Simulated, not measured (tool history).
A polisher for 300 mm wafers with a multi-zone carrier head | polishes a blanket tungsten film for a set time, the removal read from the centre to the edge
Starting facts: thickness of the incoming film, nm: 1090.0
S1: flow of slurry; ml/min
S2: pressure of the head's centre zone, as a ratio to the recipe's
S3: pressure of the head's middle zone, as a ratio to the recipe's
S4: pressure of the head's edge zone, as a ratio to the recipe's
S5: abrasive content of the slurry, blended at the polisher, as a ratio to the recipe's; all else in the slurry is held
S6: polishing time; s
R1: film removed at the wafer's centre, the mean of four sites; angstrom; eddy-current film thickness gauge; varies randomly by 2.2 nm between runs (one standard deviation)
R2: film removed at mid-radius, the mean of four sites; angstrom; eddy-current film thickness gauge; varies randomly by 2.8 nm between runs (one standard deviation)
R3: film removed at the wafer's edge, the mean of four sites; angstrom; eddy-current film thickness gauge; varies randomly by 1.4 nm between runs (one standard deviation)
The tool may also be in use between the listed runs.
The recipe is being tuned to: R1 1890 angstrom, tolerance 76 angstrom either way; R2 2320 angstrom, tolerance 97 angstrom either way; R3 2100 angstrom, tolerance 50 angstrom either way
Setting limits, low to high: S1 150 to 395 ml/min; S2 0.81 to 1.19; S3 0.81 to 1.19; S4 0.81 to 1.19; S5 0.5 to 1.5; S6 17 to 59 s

run,hour,S1,S2,S3,S4,S5,S6,R1,R2,R3
1,0,250,1,1,1,1,38,1852.7,1837.2,1908.7
2,4,250,1,0.94,1,1,38,1876.1,1714.1,1893.2
3,8.4,250,1,0.94,1,1,33,1596,1534.2,1669.1
4,13.3,250,0.97,0.94,1,1,33,1615.2,1545.6,1664.2
5,16.3,250,0.97,0.94,1,1.2,33,1640.2,1635.6,1736.2
6,21.3,250,0.97,0.94,1,1.3,33,1676.4,1638.2,1775.2
7,22,260,0.97,0.97,1.01,1.35,33,1730.1,1666,1839
8,30.5,255,0.96,0.99,0.99,1.35,34,1755.6,1798.1,1832.3
9,38.3,260,0.95,1.01,1,1.35,34,1709.6,1802.2,1877
10,38.9,300,0.97,1.11,0.91,1.5,37,2035.4,2243.9,2043

Which one of the following 5 next-run settings gets every result inside its allowed miss? There is exactly one.
A,39.5,300,0.98,1.03,0.81,1.3,40,?,?,?
B,39.5,300,0.89,1.12,0.94,1.4,39,?,?,?
C,39.5,345,1,1.04,0.93,1.5,36,?,?,?
D,39.5,360,1,1.11,0.89,1.5,39,?,?,?
E,39.5,320,1,1.11,0.89,1.5,40,?,?,?

move,R1,R2,R3
A,2077.2,2193.8,2008.8
B,1877.6,2346.6,2123.7
C,2009.3,2093.6,2007.6
D,2185.1,2405.1,2138
E,2220,2445.7,2178.5
A: lands further from the targets than the last run did
B: all results land within tolerance of their targets
C: lands further from the targets than the last run did
D: lands further from the targets than the last run did
E: lands further from the targets than the last run did
Move B is the one to make.

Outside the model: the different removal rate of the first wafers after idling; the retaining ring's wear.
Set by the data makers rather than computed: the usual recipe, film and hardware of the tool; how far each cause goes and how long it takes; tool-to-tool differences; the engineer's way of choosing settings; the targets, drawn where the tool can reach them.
